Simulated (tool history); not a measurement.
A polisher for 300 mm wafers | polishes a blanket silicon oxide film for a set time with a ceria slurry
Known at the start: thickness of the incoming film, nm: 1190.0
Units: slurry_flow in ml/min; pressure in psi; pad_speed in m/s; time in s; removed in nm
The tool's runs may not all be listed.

run,hour,slurry_flow,pressure,pad_speed,time,removed
1,0,290,3.6,0.9,107,542.01
2,7.3,290,2.9,0.9,107,446.14
3,10.8,295,3.2,0.9,107,487.06
4,17.5,295,3.7,0.9,107,554.27
5,22.8,265,3.7,0.9,107,551.34
6,23.3,265,3.7,0.82,107,509.55
7,28.9,265,3.9,0.82,107,538.78

The next listed run, before its measurement:
8,37.2,265,4.1,0.82,107,?

{"run 8": {"removed": 565.38}}
